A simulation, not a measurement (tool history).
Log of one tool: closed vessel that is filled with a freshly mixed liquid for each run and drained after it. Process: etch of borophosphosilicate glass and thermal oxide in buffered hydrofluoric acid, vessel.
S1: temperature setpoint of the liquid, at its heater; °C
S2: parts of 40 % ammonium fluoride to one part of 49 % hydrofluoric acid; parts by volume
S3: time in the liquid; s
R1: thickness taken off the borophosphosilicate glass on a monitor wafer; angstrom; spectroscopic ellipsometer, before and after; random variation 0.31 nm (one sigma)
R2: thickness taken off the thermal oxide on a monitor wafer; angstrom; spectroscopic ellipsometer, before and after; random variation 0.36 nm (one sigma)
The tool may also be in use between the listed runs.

run,hour,S1,S2,S3,R1,R2
1,0,23,11.5,60,830.92,555.56
2,5.6,23,11.5,80,1099.4,742.39
3,14.5,22.5,11.5,80,1072.4,718.76
4,16.7,19.5,11.5,80,913.53,612.37
5,19.7,19.5,14,80,747.08,503.97
6,23.5,19.5,16,80,657.57,440.97
7,28.7,20.5,16,80,697.98,469.1
8,34.6,21.5,16,80,729.56,496.52
9,39.7,22,16,80,753.01,506.41
10,46.6,22.5,16,80,776.5,526.87

Run 11 comes next. What will it give?
11,48,23,16,80,?,?

R1: 793.84 angstrom
R2: 538.37 angstrom
